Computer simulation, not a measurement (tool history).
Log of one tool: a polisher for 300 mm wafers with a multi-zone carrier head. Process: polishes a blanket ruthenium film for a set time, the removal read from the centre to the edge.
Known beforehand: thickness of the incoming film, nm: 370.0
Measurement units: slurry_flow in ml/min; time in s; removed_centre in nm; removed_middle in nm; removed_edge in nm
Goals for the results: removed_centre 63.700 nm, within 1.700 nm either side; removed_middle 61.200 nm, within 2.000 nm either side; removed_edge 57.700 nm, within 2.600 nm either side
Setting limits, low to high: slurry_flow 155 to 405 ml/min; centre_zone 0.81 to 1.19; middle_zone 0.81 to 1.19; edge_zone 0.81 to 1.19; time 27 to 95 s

Run 1, hour 0.0: slurry_flow 260 ml/min, centre_zone 1.00, middle_zone 1.00, edge_zone 1.00, time 61 s. Result: removed_centre 48.752 nm, removed_middle 48.124 nm, removed_edge 48.429 nm.
Run 2, hour 8.9: slurry_flow 220 ml/min, centre_zone 1.00, middle_zone 1.00, edge_zone 1.00, time 61 s. Result: removed_centre 47.799 nm, removed_middle 47.263 nm, removed_edge 47.908 nm.
Run 3, hour 16.6: slurry_flow 230 ml/min, centre_zone 1.03, middle_zone 1.03, edge_zone 1.02, time 62 s. Result: removed_centre 50.043 nm, removed_middle 48.929 nm, removed_edge 47.796 nm.
Run 4, hour 18.8: slurry_flow 230 ml/min, centre_zone 1.03, middle_zone 1.03, edge_zone 1.06, time 62 s. Result: removed_centre 50.503 nm, removed_middle 50.411 nm, removed_edge 49.938 nm.
Run 5, hour 27.4: slurry_flow 240 ml/min, centre_zone 1.05, middle_zone 1.04, edge_zone 1.08, time 63 s. Result: removed_centre 52.023 nm, removed_middle 51.030 nm, removed_edge 49.659 nm.
Run 6, hour 34.6: slurry_flow 245 ml/min, centre_zone 1.06, middle_zone 1.04, edge_zone 1.09, time 65 s. Result: removed_centre 54.799 nm, removed_middle 52.759 nm, removed_edge 51.958 nm.
Run 7, hour 39.1: slurry_flow 250 ml/min, centre_zone 1.07, middle_zone 1.05, edge_zone 1.10, time 66 s. Result: removed_centre 55.346 nm, removed_middle 53.488 nm, removed_edge 53.512 nm.
Run 8, hour 44.4: slurry_flow 250 ml/min, centre_zone 1.09, middle_zone 1.07, edge_zone 1.11, time 67 s. Result: removed_centre 57.516 nm, removed_middle 54.514 nm, removed_edge 53.533 nm.
Run 9, hour 51.0: slurry_flow 255 ml/min, centre_zone 1.10, middle_zone 1.08, edge_zone 1.12, time 68 s. Result: removed_centre 59.110 nm, removed_middle 56.947 nm, removed_edge 54.330 nm.
Run 10, hour 57.7: slurry_flow 260 ml/min, centre_zone 1.11, middle_zone 1.08, edge_zone 1.13, time 68 s. Result: removed_centre 60.067 nm, removed_middle 56.463 nm, removed_edge 55.637 nm.
Run 11, hour 62.8: slurry_flow 265 ml/min, centre_zone 1.11, middle_zone 1.09, edge_zone 1.13, time 68 s. Result: removed_centre 59.606 nm, removed_middle 58.025 nm, removed_edge 55.320 nm.
Run 12, hour 65.3: slurry_flow 275 ml/min, centre_zone 1.12, middle_zone 1.09, edge_zone 1.13, time 68 s. Result: removed_centre 61.245 nm, removed_middle 58.155 nm, removed_edge 55.624 nm.
Run 13, hour 69.1: slurry_flow 280 ml/min, centre_zone 1.12, middle_zone 1.09, edge_zone 1.13, time 68 s. Result: removed_centre 61.138 nm, removed_middle 57.194 nm, removed_edge 55.774 nm.
Run 14, hour 72.3: slurry_flow 285 ml/min, centre_zone 1.12, middle_zone 1.10, edge_zone 1.13, time 68 s. Result: removed_centre 59.894 nm, removed_middle 58.250 nm, removed_edge 57.262 nm.
Run 15, hour 77.9: slurry_flow 285 ml/min, centre_zone 1.13, middle_zone 1.11, edge_zone 1.13, time 68 s. Result: removed_centre 61.018 nm, removed_middle 58.602 nm, removed_edge 55.466 nm.
Run 16, hour 86.5: slurry_flow 290 ml/min, centre_zone 1.13, middle_zone 1.11, edge_zone 1.13, time 68 s. Result: removed_centre 62.163 nm, removed_middle 58.228 nm, removed_edge 54.340 nm.
Run 17, hour 89.0: slurry_flow 290 ml/min, centre_zone 1.13, middle_zone 1.11, edge_zone 1.14, time 68 s. Result: removed_centre 61.287 nm, removed_middle 58.902 nm, removed_edge 56.806 nm.
Run 18, hour 92.2: slurry_flow 295 ml/min, centre_zone 1.13, middle_zone 1.12, edge_zone 1.14, time 68 s. Result: removed_centre 62.641 nm, removed_middle 58.984 nm, removed_edge 55.411 nm.
Run 19, hour 100.3: slurry_flow 295 ml/min, centre_zone 1.13, middle_zone 1.12, edge_zone 1.15, time 68 s. Result: removed_centre 61.247 nm, removed_middle 59.709 nm, removed_edge 56.313 nm.
Run 20, hour 102.3: slurry_flow 300 ml/min, centre_zone 1.13, middle_zone 1.12, edge_zone 1.15, time 68 s. Result: removed_centre 61.930 nm, removed_middle 59.297 nm, removed_edge 56.019 nm.
Run 21, hour 108.5: slurry_flow 305 ml/min, centre_zone 1.13, middle_zone 1.12, edge_zone 1.15, time 68 s. Result: removed_centre 61.999 nm, removed_middle 59.729 nm, removed_edge 55.779 nm.

Which of these 4 next moves meets every target?
Run A, hour 114.7: slurry_flow 280 ml/min, centre_zone 1.03, middle_zone 1.12, edge_zone 1.15, time 72 s. Result: removed_centre ?, removed_middle ?, removed_edge ?.
Run B, hour 114.7: slurry_flow 155 ml/min, centre_zone 1.18, middle_zone 1.11, edge_zone 1.19, time 71 s. Result: removed_centre ?, removed_middle ?, removed_edge ?.
Run C, hour 114.7: slurry_flow 310 ml/min, centre_zone 1.15, middle_zone 1.13, edge_zone 1.14, time 69 s. Result: removed_centre ?, removed_middle ?, removed_edge ?.
Run D, hour 114.7: slurry_flow 350 ml/min, centre_zone 1.13, middle_zone 1.10, edge_zone 1.18, time 66 s. Result: removed_centre ?, removed_middle ?, removed_edge ?.

move  removed_centre  removed_middle  removed_edge
   A          59.591          62.119        58.932
   B          63.119          57.302        56.359
   C          64.408          60.441        56.646
   D          61.141          57.050        55.289
A: misses by more than the last run did
B: brings the result that was furthest off to its target, and leaves another outside
C: each result inside its tolerance
D: misses by more than the last run did
C is the move that brings every result within its allowed miss.

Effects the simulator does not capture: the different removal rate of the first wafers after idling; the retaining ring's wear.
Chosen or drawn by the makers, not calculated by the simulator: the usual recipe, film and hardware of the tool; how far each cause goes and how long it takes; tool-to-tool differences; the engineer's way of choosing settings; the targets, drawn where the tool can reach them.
